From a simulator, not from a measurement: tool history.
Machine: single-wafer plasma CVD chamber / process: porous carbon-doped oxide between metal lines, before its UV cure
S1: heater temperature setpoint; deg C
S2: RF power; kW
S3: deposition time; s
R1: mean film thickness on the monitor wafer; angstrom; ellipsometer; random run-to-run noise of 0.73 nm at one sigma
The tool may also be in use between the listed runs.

{"run": 1, "hour": 0.0, "S1": 285, "S2": 0.645, "S3": 35.1, "R1": 2174.8}
{"run": 2, "hour": 5.3, "S1": 287, "S2": 0.64, "S3": 35.1, "R1": 2149.9}
{"run": 3, "hour": 7.8, "S1": 287, "S2": 0.64, "S3": 33.3, "R1": 2038}
{"run": 4, "hour": 14.0, "S1": 288, "S2": 0.64, "S3": 33.3, "R1": 2013.5}
{"run": 5, "hour": 19.2, "S1": 278, "S2": 0.64, "S3": 33.3, "R1": 2150.1}
{"run": 6, "hour": 20.4, "S1": 280, "S2": 0.635, "S3": 33.3, "R1": 2100.2}
{"run": 7, "hour": 21.3, "S1": 282, "S2": 0.63, "S3": 33.3, "R1": 2093.2}
{"run": 8, "hour": 27.6, "S1": 283, "S2": 0.625, "S3": 33.3, "R1": 2057.4}
{"run": 9, "hour": 32.6, "S1": 284, "S2": 0.62, "S3": 33.3, "R1": 2043.8}
{"run": 10, "hour": 39.5, "S1": 285, "S2": 0.615, "S3": 33.3, "R1": 2016.8}

Predict the results of run 11:
{"run": 11, "hour": 44.5, "S1": 286, "S2": 0.615, "S3": 33.3, "R1": "?"}

Run 11 came out at R1 1986.6 angstrom.
